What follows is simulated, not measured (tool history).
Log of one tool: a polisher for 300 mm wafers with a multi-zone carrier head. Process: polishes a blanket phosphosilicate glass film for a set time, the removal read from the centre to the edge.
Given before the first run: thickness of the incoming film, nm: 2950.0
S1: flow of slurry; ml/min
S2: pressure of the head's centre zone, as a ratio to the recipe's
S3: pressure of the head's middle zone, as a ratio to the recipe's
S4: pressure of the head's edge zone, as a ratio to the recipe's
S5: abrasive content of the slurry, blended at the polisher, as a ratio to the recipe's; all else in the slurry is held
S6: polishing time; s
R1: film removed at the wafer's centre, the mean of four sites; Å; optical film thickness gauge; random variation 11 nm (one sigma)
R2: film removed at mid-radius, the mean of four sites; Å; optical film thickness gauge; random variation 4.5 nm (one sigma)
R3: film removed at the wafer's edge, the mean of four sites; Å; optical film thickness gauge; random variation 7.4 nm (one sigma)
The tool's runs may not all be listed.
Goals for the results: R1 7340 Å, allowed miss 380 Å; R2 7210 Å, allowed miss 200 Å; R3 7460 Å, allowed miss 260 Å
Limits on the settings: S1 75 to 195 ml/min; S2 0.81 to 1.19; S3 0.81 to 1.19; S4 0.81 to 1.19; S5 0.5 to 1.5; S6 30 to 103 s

run 1 day=0 | S1=125 S2=1 S3=1 S4=1 S5=1 S6=66 | R1=6142 R2=6090.9 R3=5810.7
run 2 day=0.208 | S1=135 S2=1 S3=1 S4=1.05 S5=1.05 S6=66 | R1=6288 R2=6288.2 R3=6231.8
run 3 day=0.258 | S1=135 S2=1 S3=1 S4=1.01 S5=1.05 S6=66 | R1=6463.3 R2=6389.7 R3=6019.2
run 4 day=0.308 | S1=145 S2=1 S3=1 S4=1.05 S5=1.1 S6=66 | R1=6826.9 R2=6580 R3=6403.1
run 5 day=0.512 | S1=145 S2=0.93 S3=1 S4=1.05 S5=1.1 S6=66 | R1=6256.3 R2=6502.9 R3=6359.9
-- day=0.829 edge zone pressure recalibrated
run 6 day=0.829 | S1=145 S2=0.96 S3=1 S4=1.05 S5=1.1 S6=66 | R1=6103.3 R2=6528.8 R3=6710.9
run 7 day=1.154 | S1=180 S2=0.92 S3=0.91 S4=1.03 S5=1.3 S6=67 | R1=6543.8 R2=6815.4 R3=7224.6
run 8 day=1.425 | S1=180 S2=0.94 S3=0.92 S4=1.03 S5=1.3 S6=67 | R1=6979.9 R2=6904.4 R3=7210.5
run 9 day=1.667 | S1=180 S2=0.94 S3=0.93 S4=1.04 S5=1.3 S6=67 | R1=6923.2 R2=6963.5 R3=7355.9

Pick the move, out of 5, that brings all results within their allowed miss; only one does.
run A day=1.908 | S1=175 S2=0.91 S3=0.94 S4=1.09 S5=1.25 S6=67 | R1=? R2=? R3=?
run B day=1.908 | S1=175 S2=0.97 S3=0.97 S4=1.19 S5=1.15 S6=68 | R1=? R2=? R3=?
run C day=1.908 | S1=130 S2=0.89 S3=0.96 S4=1.02 S5=1.35 S6=72 | R1=? R2=? R3=?
run D day=1.908 | S1=180 S2=0.96 S3=0.83 S4=1.15 S5=1.45 S6=68 | R1=? R2=? R3=?
run E day=1.908 | S1=190 S2=0.98 S3=0.97 S4=1.1 S5=1.15 S6=70 | R1=? R2=? R3=?

move=A R1=6463.5 R2=6855.8 R3=7454.4
move=B R1=6798.8 R2=6892 R3=7688.3
move=C R1=6566.5 R2=7269.5 R3=7659.1
move=D R1=7304.8 R2=6804.2 R3=8203.2
move=E R1=7171.1 R2=7183.9 R3=7669.2
A: moves away from the targets compared with the last run
B: moves away from the targets compared with the last run
C: corrects the largest miss of the last run, while another result sits out of spec
D: moves away from the targets compared with the last run
E: every result within its allowed miss
Go with E: it meets all targets.

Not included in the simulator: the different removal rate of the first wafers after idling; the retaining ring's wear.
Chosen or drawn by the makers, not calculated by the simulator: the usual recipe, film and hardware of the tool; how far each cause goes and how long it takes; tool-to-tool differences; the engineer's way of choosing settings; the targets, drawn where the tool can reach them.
